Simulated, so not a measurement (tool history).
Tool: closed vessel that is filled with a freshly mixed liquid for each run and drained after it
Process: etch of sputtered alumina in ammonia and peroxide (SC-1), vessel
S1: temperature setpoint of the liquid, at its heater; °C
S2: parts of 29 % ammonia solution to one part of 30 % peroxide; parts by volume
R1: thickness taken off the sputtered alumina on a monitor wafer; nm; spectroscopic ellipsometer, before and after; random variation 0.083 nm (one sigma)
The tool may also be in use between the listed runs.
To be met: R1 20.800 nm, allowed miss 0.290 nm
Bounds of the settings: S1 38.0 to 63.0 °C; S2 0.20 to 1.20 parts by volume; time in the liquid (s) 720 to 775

Run 1, hour 0.0: S1 47.0 °C, S2 0.70 parts by volume, time in the liquid (s) 720. Result: R1 26.484 nm.
Run 2, hour 8.6: S1 49.5 °C, S2 0.70 parts by volume, time in the liquid (s) 720. Result: R1 30.638 nm.
Run 3, hour 17.0: S1 49.5 °C, S2 0.55 parts by volume, time in the liquid (s) 720. Result: R1 29.807 nm.
Run 4, hour 19.0: S1 54.5 °C, S2 0.55 parts by volume, time in the liquid (s) 720. Result: R1 38.970 nm.
Run 5, hour 20.7: S1 52.0 °C, S2 0.55 parts by volume, time in the liquid (s) 720. Result: R1 34.192 nm.
Run 6, hour 23.8: S1 52.0 °C, S2 0.55 parts by volume, time in the liquid (s) 720. Result: R1 34.043 nm.
Run 7, hour 30.5: S1 50.0 °C, S2 0.55 parts by volume, time in the liquid (s) 720. Result: R1 30.647 nm.
Run 8, hour 35.8: S1 48.5 °C, S2 0.55 parts by volume, time in the liquid (s) 720. Result: R1 28.019 nm.

Which of these 4 next moves meets every target?
Run A, hour 41.1: S1 44.0 °C, S2 0.45 parts by volume, time in the liquid (s) 720. Result: R1 ?.
Run B, hour 41.1: S1 54.0 °C, S2 0.60 parts by volume, time in the liquid (s) 730. Result: R1 ?.
Run C, hour 41.1: S1 45.5 °C, S2 0.20 parts by volume, time in the liquid (s) 720. Result: R1 ?.
Run D, hour 41.1: S1 44.0 °C, S2 0.35 parts by volume, time in the liquid (s) 720. Result: R1 ?.

move      R1
   A  21.543
   B  39.068
   C  21.718
   D  21.032
A: nearer than the last run, and not there yet
B: further off than the last run
C: nearer than the last run, and not there yet
D: meets every target
Answer: D
